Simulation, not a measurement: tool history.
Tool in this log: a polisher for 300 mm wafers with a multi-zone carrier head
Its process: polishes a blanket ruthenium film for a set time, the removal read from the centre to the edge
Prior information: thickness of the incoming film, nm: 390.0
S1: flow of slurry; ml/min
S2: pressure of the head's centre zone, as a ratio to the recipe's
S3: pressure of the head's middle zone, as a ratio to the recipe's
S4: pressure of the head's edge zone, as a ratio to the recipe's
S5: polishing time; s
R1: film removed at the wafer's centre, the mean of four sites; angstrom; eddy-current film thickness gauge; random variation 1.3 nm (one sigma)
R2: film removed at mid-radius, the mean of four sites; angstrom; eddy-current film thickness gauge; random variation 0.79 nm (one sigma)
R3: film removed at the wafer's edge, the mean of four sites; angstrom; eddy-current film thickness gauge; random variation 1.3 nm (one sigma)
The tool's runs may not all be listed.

run,hour,S1,S2,S3,S4,S5,R1,R2,R3
1,0,220,1,1,1,82,1007.6,1007.5,1003.8
2,8,245,1,1,1,82,1005.6,1012.6,1007.5
3,14.9,195,1,1,1,82,972.28,987.95,985.88
4,18.4,195,1,0.92,1,82,980.8,930.18,983
5,22.6,210,1.01,0.93,1.05,85,1027.6,973.88,1047.9
6,27.6,210,1.01,0.93,1.12,85,1038,967.44,1090.2
7,30.7,220,1.02,0.95,1.14,87,1078.2,1017,1131.2

For run 8, what comes out?
8,36.5,230,1.03,0.96,1.15,88,?,?,?

R1: 1102.8 angstrom
R2: 1033.6 angstrom
R3: 1152.3 angstrom
